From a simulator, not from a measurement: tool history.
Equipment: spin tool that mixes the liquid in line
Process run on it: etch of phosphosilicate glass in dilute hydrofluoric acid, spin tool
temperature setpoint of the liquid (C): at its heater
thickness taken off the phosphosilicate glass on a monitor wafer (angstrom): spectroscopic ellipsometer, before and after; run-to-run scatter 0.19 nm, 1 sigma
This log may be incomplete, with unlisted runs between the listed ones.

run,hour,temperature setpoint of the liquid (C),parts of water to one part of 49 % hydrofluoric acid (parts by volume),time under the liquid (s),thickness taken off the phosphosilicate glass on a monitor wafer (angstrom)
1,0.0,21.0,215,15,97.325
2,2.9,22.5,195,15,114.510
3,11.2,24.0,180,15,136.470
4,17.2,25.0,175,15,145.270
5,22.4,25.0,175,15,143.220
6,26.2,25.0,125,15,218.340

For run 7, what comes out?
7,31.0,24.5,125,15,?

Run 7 measured thickness taken off the phosphosilicate glass on a monitor wafer (angstrom) 211.460.
